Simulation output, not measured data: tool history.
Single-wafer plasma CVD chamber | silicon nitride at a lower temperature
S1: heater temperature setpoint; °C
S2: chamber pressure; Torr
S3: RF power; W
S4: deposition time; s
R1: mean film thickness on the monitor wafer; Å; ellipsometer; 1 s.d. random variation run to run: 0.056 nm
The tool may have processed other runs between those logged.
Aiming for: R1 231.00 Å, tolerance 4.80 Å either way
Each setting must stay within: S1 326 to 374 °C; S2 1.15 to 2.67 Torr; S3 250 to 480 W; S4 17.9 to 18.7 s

run  hour   S1    S2   S3    S4      R1
  1   0.0  350  1.91  365  18.7  255.57
  2   7.8  350  1.83  360  18.7  252.71
  3  10.3  350  1.83  320  18.7  240.67
  4  15.5  350  1.68  320  18.7  236.98
  5  17.2  345  1.68  320  18.7  236.61
  6  25.1  339  1.68  320  18.7  236.47
  7  31.8  339  1.66  320  18.7  238.03
  8  32.4  339  1.64  320  18.7  237.15

Which one of the following 5 next-run settings gets every result inside its allowed miss? There is exactly one.
  A  33.0  335  1.16  360  18.3   ?
  B  33.0  326  1.47  370  18.7   ?
  C  33.0  346  1.26  405  18.7   ?
  D  33.0  343  1.63  395  18.7   ?
  E  33.0  340  1.61  335  18.0   ?

move      R1
   A  224.15
   B  244.80
   C  243.13
   D  255.22
   E  230.33
A: the result that was furthest off in the last run now lies on the other side of its target
B: moves away from the targets compared with the last run
C: moves away from the targets compared with the last run
D: moves away from the targets compared with the last run
E: meets every target
Go with E: it meets all targets.
